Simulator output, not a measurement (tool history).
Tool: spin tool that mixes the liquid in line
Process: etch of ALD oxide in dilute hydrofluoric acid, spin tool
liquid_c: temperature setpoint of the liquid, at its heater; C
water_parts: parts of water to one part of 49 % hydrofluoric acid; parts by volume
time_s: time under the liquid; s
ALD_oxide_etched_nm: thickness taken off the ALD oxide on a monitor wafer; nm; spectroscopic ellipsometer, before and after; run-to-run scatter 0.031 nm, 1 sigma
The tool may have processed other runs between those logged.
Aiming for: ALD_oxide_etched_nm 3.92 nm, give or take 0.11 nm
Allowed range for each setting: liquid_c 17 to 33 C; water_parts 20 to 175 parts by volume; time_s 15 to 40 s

run 1 day=0 | liquid_c=25 water_parts=95 time_s=40 | ALD_oxide_etched_nm=7.4043
run 2 day=0.033 | liquid_c=25 water_parts=115 time_s=40 | ALD_oxide_etched_nm=5.9356
run 3 day=0.158 | liquid_c=24 water_parts=115 time_s=40 | ALD_oxide_etched_nm=5.7067
run 4 day=0.454 | liquid_c=24 water_parts=145 time_s=40 | ALD_oxide_etched_nm=4.4131
run 5 day=0.738 | liquid_c=27 water_parts=145 time_s=40 | ALD_oxide_etched_nm=4.8927
run 6 day=0.942 | liquid_c=29 water_parts=145 time_s=40 | ALD_oxide_etched_nm=5.2683
run 7 day=1.196 | liquid_c=28 water_parts=145 time_s=40 | ALD_oxide_etched_nm=5.1383
run 8 day=1.438 | liquid_c=27 water_parts=145 time_s=40 | ALD_oxide_etched_nm=5.028
run 9 day=1.788 | liquid_c=27 water_parts=145 time_s=40 | ALD_oxide_etched_nm=4.9414
run 10 day=1.975 | liquid_c=26.5 water_parts=145 time_s=40 | ALD_oxide_etched_nm=4.7782
run 11 day=2.171 | liquid_c=26 water_parts=145 time_s=40 | ALD_oxide_etched_nm=4.7078
run 12 day=2.383 | liquid_c=25.5 water_parts=145 time_s=40 | ALD_oxide_etched_nm=4.6273

Exactly one of the 4 candidate moves below puts every result within its allowed miss. Which one?
run A day=2.596 | liquid_c=29 water_parts=135 time_s=40 | ALD_oxide_etched_nm=?
run B day=2.596 | liquid_c=26 water_parts=140 time_s=40 | ALD_oxide_etched_nm=?
run C day=2.596 | liquid_c=25 water_parts=120 time_s=40 | ALD_oxide_etched_nm=?
run D day=2.596 | liquid_c=23.5 water_parts=140 time_s=35 | ALD_oxide_etched_nm=?

move=A ALD_oxide_etched_nm=5.7789
move=B ALD_oxide_etched_nm=4.9521
move=C ALD_oxide_etched_nm=5.6978
move=D ALD_oxide_etched_nm=3.9383
A: lands further from the targets than the last run did
B: lands further from the targets than the last run did
C: lands further from the targets than the last run did
D: meets every target
The move that meets every target is D.
